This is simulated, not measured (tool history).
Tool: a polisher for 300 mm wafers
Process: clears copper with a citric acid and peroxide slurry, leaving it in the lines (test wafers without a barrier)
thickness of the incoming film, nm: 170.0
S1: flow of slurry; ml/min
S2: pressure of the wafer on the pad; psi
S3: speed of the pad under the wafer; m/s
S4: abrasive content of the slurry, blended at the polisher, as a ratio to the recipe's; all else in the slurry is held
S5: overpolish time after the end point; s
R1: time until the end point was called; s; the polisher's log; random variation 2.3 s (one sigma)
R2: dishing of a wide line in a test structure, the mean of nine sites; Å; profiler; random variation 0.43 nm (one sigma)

{"run": 1, "day": 0.0, "S1": 145, "S2": 2.9, "S3": 1.02, "S4": 1, "S5": 13, "R1": 71.237, "R2": 245.7}
{"run": 2, "day": 0.079, "S1": 145, "S2": 2.9, "S3": 1.02, "S4": 0.9, "S5": 13, "R1": 72.919, "R2": 236.77}
{"run": 3, "day": 0.225, "S1": 150, "S2": 2.5, "S3": 1, "S4": 0.95, "S5": 15, "R1": 83.833, "R2": 244.66}
{"run": 4, "day": 0.45, "S1": 150, "S2": 2.5, "S3": 1.24, "S4": 0.95, "S5": 15, "R1": 68.404, "R2": 281.83}
{"run": 5, "day": 0.708, "S1": 150, "S2": 2.2, "S3": 1.18, "S4": 0.95, "S5": 17, "R1": 77.16, "R2": 277.27}
{"run": 6, "day": 0.892, "S1": 150, "S2": 1.8, "S3": 1.18, "S4": 0.95, "S5": 17, "R1": 94.399, "R2": 236.59}
{"run": 7, "day": 1.225, "S1": 150, "S2": 1.7, "S3": 1.16, "S4": 0.95, "S5": 19, "R1": 103.71, "R2": 243.54}

Forecast run 8:
{"day": 1.321, "done": "slurry nozzle cleaned"}
{"run": 8, "day": 1.321, "S1": 150, "S2": 1.7, "S3": 1.16, "S4": 0.95, "S5": 19, "R1": "?", "R2": "?"}

R1: 96.833 s
R2: 255.03 Å
